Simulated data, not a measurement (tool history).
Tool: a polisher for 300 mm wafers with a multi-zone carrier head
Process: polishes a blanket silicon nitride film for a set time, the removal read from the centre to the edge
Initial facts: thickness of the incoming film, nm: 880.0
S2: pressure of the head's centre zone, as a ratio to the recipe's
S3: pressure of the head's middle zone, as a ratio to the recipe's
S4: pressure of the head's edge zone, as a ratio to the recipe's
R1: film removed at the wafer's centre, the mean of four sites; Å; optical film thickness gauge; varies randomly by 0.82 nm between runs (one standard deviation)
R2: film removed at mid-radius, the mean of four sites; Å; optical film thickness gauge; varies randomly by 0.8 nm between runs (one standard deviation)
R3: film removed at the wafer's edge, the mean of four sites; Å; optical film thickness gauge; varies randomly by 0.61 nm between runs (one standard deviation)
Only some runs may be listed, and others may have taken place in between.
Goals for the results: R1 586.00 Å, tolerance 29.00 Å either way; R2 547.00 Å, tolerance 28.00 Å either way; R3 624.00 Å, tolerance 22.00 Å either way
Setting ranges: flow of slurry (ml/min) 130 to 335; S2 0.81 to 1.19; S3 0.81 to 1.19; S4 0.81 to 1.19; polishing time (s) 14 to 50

Run 1, day 0.000: flow of slurry (ml/min) 215, S2 1.00, S3 1.00, S4 1.00, polishing time (s) 32. Result: R1 745.65 Å, R2 785.33 Å, R3 795.43 Å.
Run 2, day 0.342: flow of slurry (ml/min) 215, S2 1.00, S3 0.93, S4 1.00, polishing time (s) 32. Result: R1 747.60 Å, R2 739.28 Å, R3 782.90 Å.
Run 3, day 0.512: flow of slurry (ml/min) 215, S2 0.94, S3 0.93, S4 1.00, polishing time (s) 32. Result: R1 725.04 Å, R2 749.63 Å, R3 789.70 Å.
Run 4, day 0.633: flow of slurry (ml/min) 205, S2 0.94, S3 0.90, S4 1.00, polishing time (s) 30. Result: R1 661.70 Å, R2 679.79 Å, R3 739.29 Å.
Run 5, day 0.721: flow of slurry (ml/min) 205, S2 0.89, S3 0.90, S4 1.00, polishing time (s) 30. Result: R1 630.58 Å, R2 669.81 Å, R3 728.98 Å.
At day 0.758: edge zone pressure recalibrated.
Run 6, day 0.758: flow of slurry (ml/min) 205, S2 0.89, S3 0.90, S4 1.06, polishing time (s) 30. Result: R1 629.94 Å, R2 687.28 Å, R3 730.63 Å.
Run 7, day 1.096: flow of slurry (ml/min) 205, S2 0.92, S3 0.88, S4 1.05, polishing time (s) 28. Result: R1 602.61 Å, R2 618.33 Å, R3 686.11 Å.
Run 8, day 1.288: flow of slurry (ml/min) 205, S2 0.94, S3 0.88, S4 1.04, polishing time (s) 27. Result: R1 605.97 Å, R2 590.23 Å, R3 670.83 Å.
Run 9, day 1.592: flow of slurry (ml/min) 205, S2 0.95, S3 0.89, S4 1.03, polishing time (s) 26. Result: R1 575.75 Å, R2 579.90 Å, R3 639.70 Å.

Which one of the following 5 next-run settings gets every result inside its allowed miss? There is exactly one.
Run A, day 1.896: flow of slurry (ml/min) 225, S2 0.87, S3 0.92, S4 1.03, polishing time (s) 26. Result: R1 ?, R2 ?, R3 ?.
Run B, day 1.896: flow of slurry (ml/min) 180, S2 0.94, S3 0.81, S4 0.98, polishing time (s) 27. Result: R1 ?, R2 ?, R3 ?.
Run C, day 1.896: flow of slurry (ml/min) 245, S2 0.95, S3 1.02, S4 1.02, polishing time (s) 26. Result: R1 ?, R2 ?, R3 ?.
Run D, day 1.896: flow of slurry (ml/min) 190, S2 0.93, S3 0.99, S4 1.03, polishing time (s) 27. Result: R1 ?, R2 ?, R3 ?.
Run E, day 1.896: flow of slurry (ml/min) 190, S2 0.84, S3 0.89, S4 0.96, polishing time (s) 27. Result: R1 ?, R2 ?, R3 ?.

move      R1      R2      R3
   A  551.49  595.99  634.24
   B  594.51  537.63  629.27
   C  610.73  657.08  636.16
   D  595.20  640.99  645.41
   E  536.75  586.75  627.68
A: moves away from the targets compared with the last run
B: all results in spec
C: moves away from the targets compared with the last run
D: moves away from the targets compared with the last run
E: moves away from the targets compared with the last run
B meets every target.
